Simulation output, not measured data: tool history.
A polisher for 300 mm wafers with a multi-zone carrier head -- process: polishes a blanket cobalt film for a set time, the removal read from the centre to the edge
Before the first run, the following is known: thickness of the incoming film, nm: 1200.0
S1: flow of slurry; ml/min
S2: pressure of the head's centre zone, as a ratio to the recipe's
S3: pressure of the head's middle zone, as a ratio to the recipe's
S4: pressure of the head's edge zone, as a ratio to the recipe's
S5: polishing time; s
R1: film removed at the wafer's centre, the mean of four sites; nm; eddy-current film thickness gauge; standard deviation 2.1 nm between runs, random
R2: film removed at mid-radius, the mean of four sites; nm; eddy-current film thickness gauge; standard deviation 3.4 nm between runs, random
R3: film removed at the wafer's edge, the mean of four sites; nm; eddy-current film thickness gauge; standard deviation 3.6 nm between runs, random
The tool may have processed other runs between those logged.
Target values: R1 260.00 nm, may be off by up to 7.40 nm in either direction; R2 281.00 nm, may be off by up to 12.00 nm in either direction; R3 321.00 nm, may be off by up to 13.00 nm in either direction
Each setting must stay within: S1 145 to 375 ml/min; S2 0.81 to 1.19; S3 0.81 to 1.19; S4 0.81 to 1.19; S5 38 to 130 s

Run 1, hour 0.0: S1 240 ml/min, S2 1.00, S3 1.00, S4 1.00, S5 84 s. Result: R1 407.58 nm, R2 416.23 nm, R3 398.89 nm.
Run 2, hour 8.3: S1 230 ml/min, S2 0.96, S3 0.97, S4 1.01, S5 80 s. Result: R1 365.11 nm, R2 389.90 nm, R3 385.04 nm.
Run 3, hour 12.9: S1 225 ml/min, S2 0.94, S3 0.94, S4 1.01, S5 76 s. Result: R1 344.96 nm, R2 362.91 nm, R3 374.30 nm.
Run 4, hour 19.6: S1 225 ml/min, S2 0.94, S3 0.94, S4 0.93, S5 76 s. Result: R1 339.23 nm, R2 363.30 nm, R3 355.47 nm.
Run 5, hour 23.6: S1 225 ml/min, S2 0.97, S3 0.94, S4 0.93, S5 76 s. Result: R1 349.28 nm, R2 362.43 nm, R3 355.13 nm.
Run 6, hour 25.4: S1 190 ml/min, S2 0.97, S3 0.94, S4 0.93, S5 76 s. Result: R1 349.40 nm, R2 347.32 nm, R3 337.77 nm.
Run 7, hour 31.0: S1 190 ml/min, S2 0.94, S3 0.92, S4 0.94, S5 74 s. Result: R1 327.87 nm, R2 334.93 nm, R3 330.63 nm.
Run 8, hour 40.0: S1 190 ml/min, S2 0.92, S3 0.90, S4 0.96, S5 72 s. Result: R1 309.25 nm, R2 325.41 nm, R3 335.29 nm.
Run 9, hour 48.8: S1 185 ml/min, S2 0.91, S3 0.88, S4 0.96, S5 71 s. Result: R1 300.13 nm, R2 321.64 nm, R3 323.37 nm.
Run 10, hour 57.7: S1 180 ml/min, S2 0.91, S3 0.87, S4 1.00, S5 69 s. Result: R1 292.58 nm, R2 304.10 nm, R3 320.90 nm.

Of the 4 settings listed for the next run, only one would bring every result within its allowed miss of target. Which one?
Run A, hour 66.6: S1 195 ml/min, S2 0.82, S3 0.89, S4 0.97, S5 62 s. Result: R1 ?, R2 ?, R3 ?.
Run B, hour 66.6: S1 180 ml/min, S2 1.03, S3 0.81, S4 1.17, S5 65 s. Result: R1 ?, R2 ?, R3 ?.
Run C, hour 66.6: S1 215 ml/min, S2 0.84, S3 0.91, S4 1.05, S5 60 s. Result: R1 ?, R2 ?, R3 ?.
Run D, hour 66.6: S1 205 ml/min, S2 0.84, S3 0.81, S4 1.07, S5 65 s. Result: R1 ?, R2 ?, R3 ?.

move      R1      R2      R3
   A  246.22  282.37  294.82
   B  307.83  278.50  336.85
   C  246.40  279.93  299.21
   D  265.05  283.69  326.03
A: takes the biggest miss from the last run beyond its target
B: further off than the last run
C: takes the biggest miss from the last run beyond its target
D: every result lands within tolerance
So the answer is move D, the one that meets all the targets.
